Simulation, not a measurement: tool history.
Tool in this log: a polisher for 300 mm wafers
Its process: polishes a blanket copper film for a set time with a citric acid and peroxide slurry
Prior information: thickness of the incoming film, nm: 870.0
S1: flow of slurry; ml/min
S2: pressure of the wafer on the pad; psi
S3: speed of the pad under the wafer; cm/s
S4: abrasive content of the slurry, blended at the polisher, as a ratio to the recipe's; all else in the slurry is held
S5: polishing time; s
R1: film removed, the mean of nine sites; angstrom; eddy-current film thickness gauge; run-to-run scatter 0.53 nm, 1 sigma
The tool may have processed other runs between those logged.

run,hour,S1,S2,S3,S4,S5,R1
1,0,200,2.2,80,1,27,282.53
2,3.7,180,2.2,80,1,27,274.31
3,9.8,190,2.4,80,1,27,295.87
4,12.1,140,2.4,80,1,27,284.96
5,16.8,140,2.7,80,1,27,320.54
6,24.3,140,2.7,80,1,27,321.65
7,31.2,145,2.8,80,1,27,324.59
8,38.4,145,3,82,1,27,355.08

The next listed run, before its measurement:
9,43.9,145,3.1,84,1,27,?

R1: 387.94 angstrom
